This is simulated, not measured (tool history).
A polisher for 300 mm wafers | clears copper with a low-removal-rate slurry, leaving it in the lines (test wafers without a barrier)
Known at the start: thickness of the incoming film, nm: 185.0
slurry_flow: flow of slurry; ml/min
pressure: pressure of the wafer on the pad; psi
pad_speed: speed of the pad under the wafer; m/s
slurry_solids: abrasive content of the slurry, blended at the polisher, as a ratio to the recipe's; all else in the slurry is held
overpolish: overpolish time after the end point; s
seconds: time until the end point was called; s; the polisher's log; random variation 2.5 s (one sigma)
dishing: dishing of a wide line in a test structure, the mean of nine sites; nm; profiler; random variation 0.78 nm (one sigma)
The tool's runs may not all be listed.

| run | hour | slurry_flow | pressure | pad_speed | slurry_solids | overpolish | seconds | dishing |
|---|---|---|---|---|---|---|---|---|
| 1 | 0.0 | 250 | 2.3 | 0.90 | 1.0 | 27 | 101.520 | 30.049 |
| 2 | 5.0 | 250 | 2.3 | 0.90 | 1.1 | 27 | 102.200 | 30.339 |
| 3 | 12.2 | 250 | 2.3 | 1.12 | 1.1 | 27 | 79.338 | 36.955 |
| 4 | 20.6 | 190 | 2.3 | 1.12 | 1.1 | 27 | 83.589 | 36.200 |
| 5 | 22.9 | 190 | 2.3 | 1.12 | 1.1 | 17 | 86.139 | 25.021 |
| 6 | 29.1 | 190 | 1.9 | 1.08 | 1.1 | 25 | 104.700 | 27.359 |
| 7 | 33.3 | 190 | 1.3 | 1.04 | 1.1 | 38 | 158.880 | 27.066 |

Forecast run 8:
| 8 | 40.8 | 190 | 1.3 | 1.04 | 1.1 | 40 | ? | ? |

Run 8 gave seconds 155.680 s, dishing 27.609 nm.
